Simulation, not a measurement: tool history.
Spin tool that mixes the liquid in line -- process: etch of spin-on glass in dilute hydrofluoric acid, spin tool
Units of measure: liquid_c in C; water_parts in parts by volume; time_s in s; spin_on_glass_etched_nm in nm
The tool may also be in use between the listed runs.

run  hour  liquid_c  water_parts  time_s  spin_on_glass_etched_nm
  1     0        22          220     175                   31.409
  2   3.7        22          265     175                   24.811
  3  10.9        22          265     175                   24.828
  4  18.9        22          265     190                   26.982
  5  25.7        22          230     190                   31.867
  6  32.3        22          185     190                   41.829

Estimate the outcome of run 7 from the log above:
  7  35.7      21.5          200     190                        ?

spin_on_glass_etched_nm: 37.58 nm
